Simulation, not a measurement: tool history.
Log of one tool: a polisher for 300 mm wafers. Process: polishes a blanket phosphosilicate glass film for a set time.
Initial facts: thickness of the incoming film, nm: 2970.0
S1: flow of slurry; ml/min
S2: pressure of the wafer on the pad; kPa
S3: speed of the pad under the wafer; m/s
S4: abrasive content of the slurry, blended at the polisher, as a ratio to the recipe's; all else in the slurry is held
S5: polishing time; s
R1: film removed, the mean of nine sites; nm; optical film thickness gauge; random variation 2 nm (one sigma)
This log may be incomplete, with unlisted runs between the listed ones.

run	hour	S1	S2	S3	S4	S5	R1
1	0.0	255	23.4	1.16	1.0	22	246.20
2	5.0	255	23.4	1.16	1.1	22	251.08
3	10.6	255	22.1	1.14	1.1	22	234.27
4	16.5	255	25.5	1.14	1.1	22	267.25
5	18.8	255	24.1	1.12	1.1	22	247.82
6	26.3	255	22.8	1.10	1.1	22	233.00
7	35.3	255	21.4	1.08	1.1	22	214.59

Estimate the outcome of run 8 from the log above:
8	40.3	255	20.0	1.08	1.1	22	?

{"run 8": {"R1": 200.45}}

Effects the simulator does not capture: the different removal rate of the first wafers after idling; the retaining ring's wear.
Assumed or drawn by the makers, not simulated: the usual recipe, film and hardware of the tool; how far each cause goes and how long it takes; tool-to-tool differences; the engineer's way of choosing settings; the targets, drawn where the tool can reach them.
